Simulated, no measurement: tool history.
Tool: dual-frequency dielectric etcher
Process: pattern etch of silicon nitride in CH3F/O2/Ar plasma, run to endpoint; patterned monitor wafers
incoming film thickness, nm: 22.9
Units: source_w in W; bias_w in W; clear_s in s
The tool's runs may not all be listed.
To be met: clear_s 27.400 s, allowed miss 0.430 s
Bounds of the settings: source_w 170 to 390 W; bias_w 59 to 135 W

run    day  source_w  bias_w  clear_s
  1  0.000       280      97   33.268
  2  0.029       280      90   34.533
  3  0.125       300      94   32.941
  4  0.296       300      85   34.586
  5  0.633       320      90   32.861
  6  0.700       350      90   31.895
  7  0.996       360      94   30.659
  8  1.138       370      97   29.922
  9  1.383       370      99   29.569
 10  1.467       370     101   29.220

Which of these 4 next moves meets every target?
  A  1.550       360      93        ?
  B  1.550       340     123        ?
  C  1.550       330      92        ?
  D  1.550       380     120        ?

move  clear_s
   A   30.944
   B   27.619
   C   32.214
   D   26.760
A: further off than the last run
B: meets every target
C: further off than the last run
D: takes the result that was furthest off past its target
Move B is the one to make.
